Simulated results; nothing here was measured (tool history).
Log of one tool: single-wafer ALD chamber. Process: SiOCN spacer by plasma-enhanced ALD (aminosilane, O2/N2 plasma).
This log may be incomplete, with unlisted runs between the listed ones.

run	hour	heater temperature setpoint (°C)	number of ALD cycles (cycles)	mean film thickness on the monitor wafer (Å)
1	0	425	115	62.234
2	6.2	427	113	60.159
3	8.7	427	120	64.253
4	17	429	118	63.3
5	20.2	436	118	62.07
6	29.3	436	116	60.934
7	34.5	437	114	59.709

Predict the results of run 8:
8	39.4	444	103	?

{"run 8": {"mean film thickness on the monitor wafer (Å)": 52.6}}
